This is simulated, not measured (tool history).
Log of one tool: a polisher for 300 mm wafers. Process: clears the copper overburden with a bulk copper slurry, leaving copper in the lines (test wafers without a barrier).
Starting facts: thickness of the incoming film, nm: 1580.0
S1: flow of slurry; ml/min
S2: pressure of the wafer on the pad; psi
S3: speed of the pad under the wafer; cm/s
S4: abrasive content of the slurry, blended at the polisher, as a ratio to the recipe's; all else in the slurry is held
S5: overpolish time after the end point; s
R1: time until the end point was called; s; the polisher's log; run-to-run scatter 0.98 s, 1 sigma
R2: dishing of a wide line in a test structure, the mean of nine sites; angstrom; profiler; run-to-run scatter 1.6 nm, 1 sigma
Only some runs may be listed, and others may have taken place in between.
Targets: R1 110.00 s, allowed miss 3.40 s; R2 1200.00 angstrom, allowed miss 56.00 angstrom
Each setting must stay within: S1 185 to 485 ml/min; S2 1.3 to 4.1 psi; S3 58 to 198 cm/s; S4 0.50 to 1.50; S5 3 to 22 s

run,day,S1,S2,S3,S4,S5,R1,R2
1,0.000,310,2.7,128,1.00,11,119.28,854.27
2,0.292,310,3.2,128,1.00,11,101.83,998.62
3,0.438,305,3.1,126,1.00,13,106.11,1084.10
4,0.596,305,3.1,96,1.00,13,130.50,932.91
5,0.888,305,3.1,96,1.00,9,129.38,716.13
6,1.233,305,3.1,96,1.00,6,130.70,495.57
7,1.362,305,3.2,96,1.00,7,126.49,568.37
8,1.512,305,3.2,96,1.00,7,127.26,598.94
9,1.738,305,3.3,96,1.00,8,120.55,689.11
10,2.012,305,3.3,96,1.00,8,124.87,679.39
11,2.312,305,3.4,94,1.00,8,121.36,690.17
12,2.379,295,3.7,94,1.00,14,111.26,1131.90

Pick the move, out of 4, that brings all results within their allowed miss; only one does.
A,2.446,360,3.4,106,1.00,15,?,?
B,2.446,205,3.8,88,1.15,13,?,?
C,2.446,210,3.9,84,1.30,13,?,?
D,2.446,270,3.5,106,0.95,13,?,?

move,R1,R2
A,108.99,1164.50
B,114.80,1032.50
C,111.64,1056.50
D,110.29,1052.10
A: all results land within tolerance of their targets
B: misses by more than the last run did
C: misses by more than the last run did
D: misses by more than the last run did
Answer: A
